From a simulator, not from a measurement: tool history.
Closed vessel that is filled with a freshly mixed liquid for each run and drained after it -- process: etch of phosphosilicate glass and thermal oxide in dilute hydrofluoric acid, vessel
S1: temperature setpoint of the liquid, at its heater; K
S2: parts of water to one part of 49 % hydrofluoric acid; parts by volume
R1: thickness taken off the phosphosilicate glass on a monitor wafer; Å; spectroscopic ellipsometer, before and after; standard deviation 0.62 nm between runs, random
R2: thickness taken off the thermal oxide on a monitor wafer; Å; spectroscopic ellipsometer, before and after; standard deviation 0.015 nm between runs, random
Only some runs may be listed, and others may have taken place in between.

{"run": 1, "hour": 0.0, "S1": 298.15, "S2": 90, "time in the liquid (s)": 60, "R1": 1462.3, "R2": 34.764}
{"run": 2, "hour": 2.6, "S1": 298.15, "S2": 90, "time in the liquid (s)": 45, "R1": 1118.8, "R2": 25.911}
{"run": 3, "hour": 11.8, "S1": 296.15, "S2": 95, "time in the liquid (s)": 45, "R1": 958.41, "R2": 22.855}
{"run": 4, "hour": 16.1, "S1": 295.15, "S2": 95, "time in the liquid (s)": 45, "R1": 922.26, "R2": 22.055}
{"run": 5, "hour": 20.5, "S1": 296.65, "S2": 95, "time in the liquid (s)": 45, "R1": 980.42, "R2": 23.291}
{"run": 6, "hour": 22.6, "S1": 295.65, "S2": 95, "time in the liquid (s)": 45, "R1": 935.54, "R2": 22.471}
{"run": 7, "hour": 29.3, "S1": 295.15, "S2": 100, "time in the liquid (s)": 45, "R1": 871.05, "R2": 20.491}
{"hour": 37.9, "done": "thermometer replaced"}
{"run": 8, "hour": 37.9, "S1": 294.15, "S2": 100, "time in the liquid (s)": 45, "R1": 793.9, "R2": 18.678}
{"run": 9, "hour": 46.4, "S1": 293.65, "S2": 100, "time in the liquid (s)": 45, "R1": 776.08, "R2": 18.412}

Estimate the outcome of run 10 from the log above:
{"run": 10, "hour": 54.9, "S1": 293.15, "S2": 100, "time in the liquid (s)": 45, "R1": "?", "R2": "?"}

Run 10 came out at R1 751.29 Å, R2 18.254 Å.

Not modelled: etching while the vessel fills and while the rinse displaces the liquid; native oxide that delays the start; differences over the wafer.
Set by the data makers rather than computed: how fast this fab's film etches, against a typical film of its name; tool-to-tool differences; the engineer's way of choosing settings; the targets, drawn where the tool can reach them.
